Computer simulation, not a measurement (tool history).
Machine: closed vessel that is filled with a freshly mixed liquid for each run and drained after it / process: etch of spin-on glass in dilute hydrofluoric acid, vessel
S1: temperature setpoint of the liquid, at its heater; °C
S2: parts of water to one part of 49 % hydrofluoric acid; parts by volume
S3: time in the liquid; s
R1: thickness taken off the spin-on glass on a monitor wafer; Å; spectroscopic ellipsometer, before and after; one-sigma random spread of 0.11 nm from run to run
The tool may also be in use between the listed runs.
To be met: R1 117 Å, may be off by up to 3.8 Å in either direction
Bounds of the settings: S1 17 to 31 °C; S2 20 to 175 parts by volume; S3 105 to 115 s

run 1 day=0 | S1=23 S2=95 S3=105 | R1=244.95
run 2 day=0.217 | S1=21 S2=110 S3=105 | R1=189.68
run 3 day=0.346 | S1=23.5 S2=110 S3=105 | R1=208.63
run 4 day=0.712 | S1=23.5 S2=110 S3=115 | R1=232.14
run 5 day=1.079 | S1=21 S2=110 S3=115 | R1=208.93
run 6 day=1.362 | S1=19.5 S2=120 S3=115 | R1=179.25
run 7 day=1.588 | S1=18.5 S2=130 S3=115 | R1=154.47
run 8 day=1.775 | S1=18 S2=135 S3=115 | R1=145.87

4 candidate next runs follow, results not yet known. Just one meets every target within its allowed miss. Identify it.
run A day=1.962 | S1=17 S2=135 S3=105 | R1=?
run B day=1.962 | S1=18.5 S2=145 S3=105 | R1=?
run C day=1.962 | S1=17 S2=145 S3=105 | R1=?
run D day=1.962 | S1=17.5 S2=145 S3=110 | R1=?

move=A R1=128.06
move=B R1=125.38
move=C R1=118.02
move=D R1=126.17
A: an improvement on the last run, though not all results are within tolerance
B: an improvement on the last run, though not all results are within tolerance
C: all results land within tolerance of their targets
D: an improvement on the last run, though not all results are within tolerance
C is the move that brings every result within its allowed miss.
